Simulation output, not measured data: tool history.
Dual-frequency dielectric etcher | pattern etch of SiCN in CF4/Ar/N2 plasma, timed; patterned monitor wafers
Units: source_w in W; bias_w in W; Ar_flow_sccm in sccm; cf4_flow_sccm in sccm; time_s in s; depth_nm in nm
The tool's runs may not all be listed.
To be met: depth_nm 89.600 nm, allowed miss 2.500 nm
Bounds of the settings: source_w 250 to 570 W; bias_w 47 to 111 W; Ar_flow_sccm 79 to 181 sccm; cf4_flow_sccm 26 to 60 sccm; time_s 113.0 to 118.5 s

run,hour,source_w,bias_w,Ar_flow_sccm,cf4_flow_sccm,time_s,depth_nm
1,0.0,410,79,130,43,113.0,72.374
2,3.4,410,79,141,43,113.0,71.899
3,10.1,410,79,141,43,113.0,71.870
4,14.5,420,79,141,43,113.0,72.933
5,20.5,420,87,141,43,113.0,75.485
6,21.0,450,87,141,43,113.0,79.416
7,27.7,460,87,141,43,113.0,80.427
8,36.7,470,87,141,43,113.0,81.792
9,39.5,480,87,141,43,113.0,83.162
10,44.4,490,87,141,43,113.0,84.172
11,51.6,510,88,141,43,113.0,87.048

Which of these 5 next moves meets every target?
A,58.8,450,94,174,57,113.0,?
B,58.8,510,75,166,49,113.5,?
C,58.8,510,87,142,42,117.0,?
D,58.8,480,95,144,42,113.0,?
E,58.8,430,96,161,52,115.0,?

move,depth_nm
A,82.911
B,82.136
C,89.274
D,85.280
E,82.174
A: further off than the last run
B: further off than the last run
C: meets every target
D: further off than the last run
E: further off than the last run
Move C is the one to make.
